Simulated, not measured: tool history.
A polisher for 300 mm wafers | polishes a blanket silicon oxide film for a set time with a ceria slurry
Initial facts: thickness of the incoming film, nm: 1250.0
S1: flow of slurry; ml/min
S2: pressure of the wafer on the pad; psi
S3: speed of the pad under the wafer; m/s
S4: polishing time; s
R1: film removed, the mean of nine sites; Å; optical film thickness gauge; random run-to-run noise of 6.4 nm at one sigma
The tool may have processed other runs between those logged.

| run | day | S1 | S2 | S3 | S4 | R1 |
|---|---|---|---|---|---|---|
| 1 | 0 | 250 | 2.8 | 0.98 | 91 | 2838.9 |
| 2 | 0.338 | 215 | 2.8 | 0.98 | 91 | 2850.7 |
| 3 | 0.667 | 215 | 3 | 1 | 91 | 3047.1 |
| 4 | 1.004 | 170 | 3 | 1 | 91 | 2870.1 |
| 5 | 1.162 | 170 | 2.4 | 1 | 91 | 2343.2 |
| 6 | 1.304 | 185 | 2.7 | 1 | 91 | 2677.1 |
| 7 | 1.425 | 195 | 2.9 | 1 | 91 | 2847.9 |
| 8 | 1.608 | 195 | 2.9 | 1 | 91 | 2887.7 |
| 9 | 1.8 | 205 | 3.1 | 1 | 91 | 3071.3 |
|  | 2.125 | slurry nozzle cleaned |
| 10 | 2.125 | 215 | 3.3 | 1.02 | 91 | 3454 |
| 11 | 2.283 | 225 | 3.5 | 1.02 | 91 | 3723.9 |
| 12 | 2.562 | 235 | 3.6 | 1.02 | 91 | 3848.7 |
| 13 | 2.771 | 245 | 3.7 | 1.02 | 91 | 3944.2 |
| 14 | 3.1 | 250 | 3.8 | 1.04 | 91 | 4178.5 |

Run 15, settings as shown, results not yet in. Your forecast:
| 15 | 3.392 | 255 | 3.9 | 1.06 | 91 | ? |

{"run 15": {"R1": 4343.2}}
